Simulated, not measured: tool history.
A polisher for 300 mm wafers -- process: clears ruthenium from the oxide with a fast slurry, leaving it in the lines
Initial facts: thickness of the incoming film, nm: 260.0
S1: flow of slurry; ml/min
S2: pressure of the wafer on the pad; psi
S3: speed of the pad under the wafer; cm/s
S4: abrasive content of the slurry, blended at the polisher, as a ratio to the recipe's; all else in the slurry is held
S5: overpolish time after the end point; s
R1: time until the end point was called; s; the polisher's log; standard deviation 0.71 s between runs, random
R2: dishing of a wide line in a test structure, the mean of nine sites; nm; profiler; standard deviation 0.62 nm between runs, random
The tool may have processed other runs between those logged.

run 1 hour=0.0 | S1=280 S2=2.8 S3=96 S4=1.0 S5=14 | R1=66.635 R2=44.554
run 2 hour=3.9 | S1=280 S2=2.8 S3=96 S4=1.0 S5=19 | R1=64.581 R2=53.773
run 3 hour=5.8 | S1=280 S2=3.0 S3=96 S4=1.0 S5=16 | R1=60.414 R2=51.800
run 4 hour=12.4 | S1=280 S2=3.1 S3=100 S4=1.0 S5=14 | R1=58.568 R2=47.322
run 5 hour=20.3 | S1=280 S2=3.1 S3=100 S4=1.0 S5=11 | R1=59.466 R2=39.524
run 6 hour=26.9 | S1=280 S2=3.1 S3=118 S4=1.0 S5=11 | R1=50.265 R2=43.474

Estimate the outcome of run 7 from the log above:
run 7 hour=29.2 | S1=270 S2=3.2 S3=124 S4=0.9 S5=10 | R1=? R2=?

{"run 7": {"R1": 53.013, "R2": 38.392}}
